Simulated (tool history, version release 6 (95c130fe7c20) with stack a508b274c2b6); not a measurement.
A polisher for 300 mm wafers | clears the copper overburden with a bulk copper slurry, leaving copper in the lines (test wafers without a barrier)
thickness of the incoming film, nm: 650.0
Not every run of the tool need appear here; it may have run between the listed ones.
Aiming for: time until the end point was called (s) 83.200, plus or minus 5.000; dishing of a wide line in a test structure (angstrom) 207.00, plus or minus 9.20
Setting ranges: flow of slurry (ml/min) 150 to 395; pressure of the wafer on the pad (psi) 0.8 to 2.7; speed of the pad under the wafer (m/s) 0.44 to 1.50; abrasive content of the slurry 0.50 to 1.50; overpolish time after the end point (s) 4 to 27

run	day	flow of slurry (ml/min)	pressure of the wafer on the pad (psi)	speed of the pad under the wafer (m/s)	abrasive content of the slurry	overpolish time after the end point (s)	time until the end point was called (s)	dishing of a wide line in a test structure (angstrom)
1	0.000	250	1.7	0.96	1.00	14	132.770	389.49
2	0.288	290	1.4	1.12	1.15	11	133.560	310.21
3	0.458	320	1.3	1.22	1.25	9	129.670	271.73
4	0.717	320	1.3	1.44	1.25	9	115.200	302.78
5	0.875	340	1.3	1.46	1.30	8	108.460	287.41
6	0.900	355	1.3	1.48	1.35	7	108.500	258.45
7	1.271	365	1.4	1.48	1.40	6	98.590	249.52
8	1.638	395	1.8	1.26	1.50	4	89.425	190.55
9	1.858	390	1.8	1.26	1.50	4	90.377	189.04
10	2.179	385	1.8	1.26	1.50	4	90.268	186.83
11	2.296	385	2.0	1.26	1.50	5	81.934	247.14
12	2.354	390	2.0	1.26	1.50	5	84.164	246.97

Pick the move, out of 4, that brings all results within their allowed miss; only one does.
A	2.412	390	1.8	1.36	1.45	5	?	?
B	2.412	345	2.1	1.20	1.50	4	?	?
C	2.412	370	1.9	1.28	1.45	6	?	?
D	2.412	395	2.5	0.94	1.50	5	?	?

move	time until the end point was called (s)	dishing of a wide line in a test structure (angstrom)
A	86.942	244.53
B	85.046	206.80
C	87.828	283.89
D	89.023	243.90
A: closer than the last run, but not yet in spec
B: all results in spec
C: lands further from the targets than the last run did
D: closer than the last run, but not yet in spec
Go with B: it meets all targets.
